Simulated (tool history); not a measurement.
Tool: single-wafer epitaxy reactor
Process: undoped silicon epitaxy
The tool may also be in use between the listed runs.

run,hour,wafer temperature setpoint (pyrometer-controlled) (K),deposition time (s),mean film thickness on the monitor wafer (angstrom)
1,0.0,923.15,377,667.60
2,5.4,924.15,377,680.20
3,7.0,915.15,377,567.62
4,8.3,922.15,377,650.35
5,17.0,922.15,332,575.90
6,24.1,918.15,332,526.52

Run 7 comes next. What will it give?
7,30.9,921.15,332,?

Run 7 gave mean film thickness on the monitor wafer (angstrom) 562.26.
